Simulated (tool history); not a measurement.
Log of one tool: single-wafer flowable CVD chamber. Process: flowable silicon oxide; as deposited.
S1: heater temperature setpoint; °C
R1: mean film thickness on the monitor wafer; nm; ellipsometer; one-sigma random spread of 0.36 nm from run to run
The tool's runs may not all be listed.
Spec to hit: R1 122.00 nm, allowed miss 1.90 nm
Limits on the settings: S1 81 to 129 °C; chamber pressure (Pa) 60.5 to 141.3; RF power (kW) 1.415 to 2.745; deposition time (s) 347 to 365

Run 1, hour 0.0: S1 105 °C, chamber pressure (Pa) 100.9, RF power (kW) 2.080, deposition time (s) 365. Result: R1 169.98 nm.
Run 2, hour 8.6: S1 108 °C, chamber pressure (Pa) 100.9, RF power (kW) 2.080, deposition time (s) 365. Result: R1 151.67 nm.
Run 3, hour 13.1: S1 108 °C, chamber pressure (Pa) 100.9, RF power (kW) 2.080, deposition time (s) 347. Result: R1 144.68 nm.
Run 4, hour 15.1: S1 108 °C, chamber pressure (Pa) 109.5, RF power (kW) 2.080, deposition time (s) 347. Result: R1 156.27 nm.
Run 5, hour 19.8: S1 110 °C, chamber pressure (Pa) 109.5, RF power (kW) 2.080, deposition time (s) 347. Result: R1 145.11 nm.
Run 6, hour 26.9: S1 112 °C, chamber pressure (Pa) 109.5, RF power (kW) 2.080, deposition time (s) 347. Result: R1 134.92 nm.
Run 7, hour 33.9: S1 113 °C, chamber pressure (Pa) 109.5, RF power (kW) 2.080, deposition time (s) 347. Result: R1 130.13 nm.
Run 8, hour 41.5: S1 114 °C, chamber pressure (Pa) 109.5, RF power (kW) 2.080, deposition time (s) 347. Result: R1 125.65 nm.

Which one of the following 5 next-run settings gets every result inside its allowed miss? There is exactly one.
Run A, hour 49.1: S1 116 °C, chamber pressure (Pa) 119.2, RF power (kW) 1.920, deposition time (s) 348. Result: R1 ?.
Run B, hour 49.1: S1 113 °C, chamber pressure (Pa) 111.7, RF power (kW) 1.915, deposition time (s) 347. Result: R1 ?.
Run C, hour 49.1: S1 117 °C, chamber pressure (Pa) 121.3, RF power (kW) 2.310, deposition time (s) 358. Result: R1 ?.
Run D, hour 49.1: S1 114 °C, chamber pressure (Pa) 102.3, RF power (kW) 1.860, deposition time (s) 365. Result: R1 ?.
Run E, hour 49.1: S1 122 °C, chamber pressure (Pa) 140.9, RF power (kW) 1.990, deposition time (s) 363. Result: R1 ?.

move      R1
   A  125.83
   B  130.78
   C  130.85
   D  121.19
   E  128.00
A: just as far off the targets as the last run
B: moves away from the targets compared with the last run
C: moves away from the targets compared with the last run
D: every result lands within tolerance
E: moves away from the targets compared with the last run
Correct choice: D, which meets every target

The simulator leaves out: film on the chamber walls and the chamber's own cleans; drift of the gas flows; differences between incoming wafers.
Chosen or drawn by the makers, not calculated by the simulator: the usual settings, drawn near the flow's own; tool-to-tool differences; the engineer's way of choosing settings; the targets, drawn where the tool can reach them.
